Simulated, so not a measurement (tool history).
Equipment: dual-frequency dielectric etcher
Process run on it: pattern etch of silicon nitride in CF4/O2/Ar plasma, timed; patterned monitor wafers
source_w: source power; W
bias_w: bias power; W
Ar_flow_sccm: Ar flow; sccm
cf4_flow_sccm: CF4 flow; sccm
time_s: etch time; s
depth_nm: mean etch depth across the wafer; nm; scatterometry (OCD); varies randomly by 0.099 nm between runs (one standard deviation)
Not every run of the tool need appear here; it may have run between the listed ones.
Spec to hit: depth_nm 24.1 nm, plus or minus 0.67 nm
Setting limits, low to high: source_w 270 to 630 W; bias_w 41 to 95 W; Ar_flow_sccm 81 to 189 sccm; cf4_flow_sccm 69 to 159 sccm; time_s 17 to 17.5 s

run  hour  source_w  bias_w  Ar_flow_sccm  cf4_flow_sccm  time_s  depth_nm
  1     0       450      68           135            114      17    30.957
  2   2.6       450      68           135             96      17    30.298
  3   9.7       450      68           135             96      17    30.427
  4  15.9       450      68           135             96    17.5    31.368
  5    22       410      68           135             96    17.5    29.157
     29.3  -- Ar flow controller replaced
  6  29.3       410      68           135            110    17.5    29.532
  7  34.2       400      68           135            110    17.5    28.832
  8  41.2       390      68           135            110    17.5    28.476
  9  42.2       380      68           135            110    17.5    27.911
 10  50.2       370      68           135            110    17.5    27.141
 11  54.6       360      68           135            110    17.5    26.772
 12  60.4       300      66           136            110    17.5    23.081
 13  61.4       300      66           136            110    17.5    23.237

Which of these 4 next moves meets every target?
  A  62.4       270      66           106             97    17.5         ?
  B  62.4       290      66           138             99      17         ?
  C  62.4       300      63           113            109      17         ?
  D  62.4       340      66           149            113      17         ?

move  depth_nm
   A    21.882
   B    21.731
   C    22.364
   D    24.366
A: lands further from the targets than the last run did
B: lands further from the targets than the last run did
C: lands further from the targets than the last run did
D: meets every target
Go with D: it meets all targets.
